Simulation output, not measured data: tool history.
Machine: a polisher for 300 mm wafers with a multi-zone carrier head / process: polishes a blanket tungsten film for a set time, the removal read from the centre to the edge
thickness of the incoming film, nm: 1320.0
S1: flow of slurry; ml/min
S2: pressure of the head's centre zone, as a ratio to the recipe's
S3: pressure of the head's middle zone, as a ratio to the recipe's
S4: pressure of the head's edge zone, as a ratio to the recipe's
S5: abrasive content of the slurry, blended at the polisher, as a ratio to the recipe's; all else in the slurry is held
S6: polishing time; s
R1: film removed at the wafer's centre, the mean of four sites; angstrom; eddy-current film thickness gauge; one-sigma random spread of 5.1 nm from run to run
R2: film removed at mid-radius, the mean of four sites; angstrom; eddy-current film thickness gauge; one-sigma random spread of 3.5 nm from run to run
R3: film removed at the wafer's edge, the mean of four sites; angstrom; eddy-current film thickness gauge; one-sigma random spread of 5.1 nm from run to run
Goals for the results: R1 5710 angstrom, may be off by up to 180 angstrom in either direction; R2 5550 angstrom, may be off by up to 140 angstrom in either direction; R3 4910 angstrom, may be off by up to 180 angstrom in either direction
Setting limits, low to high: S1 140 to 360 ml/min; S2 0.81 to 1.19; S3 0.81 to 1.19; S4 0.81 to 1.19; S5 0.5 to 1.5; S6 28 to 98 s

{"run": 1, "day": 0.0, "S1": 230, "S2": 1, "S3": 1, "S4": 1, "S5": 1, "S6": 63, "R1": 4445.9, "R2": 4535, "R3": 4499.1}
{"run": 2, "day": 0.15, "S1": 230, "S2": 1, "S3": 1, "S4": 1, "S5": 1, "S6": 53, "R1": 3818.5, "R2": 3820.9, "R3": 3772.7}
{"run": 3, "day": 0.208, "S1": 230, "S2": 0.93, "S3": 1, "S4": 1, "S5": 1, "S6": 53, "R1": 3476, "R2": 3849.4, "R3": 3801.6}
{"run": 4, "day": 0.508, "S1": 240, "S2": 0.96, "S3": 1.03, "S4": 1.02, "S5": 1.1, "S6": 54, "R1": 3800, "R2": 4125.6, "R3": 4077}
{"run": 5, "day": 0.662, "S1": 250, "S2": 0.99, "S3": 1.06, "S4": 1.02, "S5": 1.15, "S6": 54, "R1": 4018.9, "R2": 4314.5, "R3": 4115}
{"run": 6, "day": 0.858, "S1": 250, "S2": 0.99, "S3": 1.06, "S4": 0.99, "S5": 1.15, "S6": 54, "R1": 3969.5, "R2": 4331.4, "R3": 4030}
{"run": 7, "day": 1.158, "S1": 260, "S2": 1.02, "S3": 1.08, "S4": 1, "S5": 1.2, "S6": 54, "R1": 4321.2, "R2": 4460.5, "R3": 4132.4}
{"run": 8, "day": 1.396, "S1": 270, "S2": 1.03, "S3": 1.1, "S4": 1.01, "S5": 1.25, "S6": 54, "R1": 4426.4, "R2": 4571.7, "R3": 4288.1}
{"run": 9, "day": 1.488, "S1": 275, "S2": 1.04, "S3": 1.11, "S4": 1.01, "S5": 1.3, "S6": 55, "R1": 4568.6, "R2": 4734.1, "R3": 4327.8}
{"run": 10, "day": 1.692, "S1": 275, "S2": 1.04, "S3": 1.11, "S4": 1.01, "S5": 1.3, "S6": 55, "R1": 4626.2, "R2": 4770.1, "R3": 4438.5}
{"run": 11, "day": 1.992, "S1": 280, "S2": 1.05, "S3": 1.12, "S4": 1.01, "S5": 1.35, "S6": 55, "R1": 4681.7, "R2": 4906.8, "R3": 4488}
{"run": 12, "day": 2.317, "S1": 320, "S2": 1.15, "S3": 1.16, "S4": 1.06, "S5": 1.5, "S6": 57, "R1": 5580.3, "R2": 5393.1, "R3": 4962.9}

Pick the move, out of 5, that brings all results within their allowed miss; only one does.
{"run": "A", "day": 2.642, "S1": 320, "S2": 1.15, "S3": 1.16, "S4": 1.01, "S5": 1.5, "S6": 58, "R1": "?", "R2": "?", "R3": "?"}
{"run": "B", "day": 2.642, "S1": 345, "S2": 1.19, "S3": 1.1, "S4": 1.01, "S5": 1.45, "S6": 58, "R1": "?", "R2": "?", "R3": "?"}
{"run": "C", "day": 2.642, "S1": 320, "S2": 1.19, "S3": 1.14, "S4": 1.1, "S5": 1.45, "S6": 57, "R1": "?", "R2": "?", "R3": "?"}
{"run": "D", "day": 2.642, "S1": 335, "S2": 1.09, "S3": 1.03, "S4": 1.08, "S5": 1.5, "S6": 59, "R1": "?", "R2": "?", "R3": "?"}
{"run": "E", "day": 2.642, "S1": 320, "S2": 1.14, "S3": 1.13, "S4": 1.13, "S5": 1.35, "S6": 59, "R1": "?", "R2": "?", "R3": "?"}

move=A R1=5669.2 R2=5495.2 R3=4838.1
move=B R1=5842.8 R2=5259 R3=4812.1
move=C R1=5703.5 R2=5271.9 R3=4907.6
move=D R1=5483.4 R2=5146.1 R3=5109.5
move=E R1=5524.2 R2=5298.5 R3=5032.5
A: each result inside its tolerance
B: misses by more than the last run did
C: misses by more than the last run did
D: misses by more than the last run did
E: misses by more than the last run did
The move that meets every target is A.
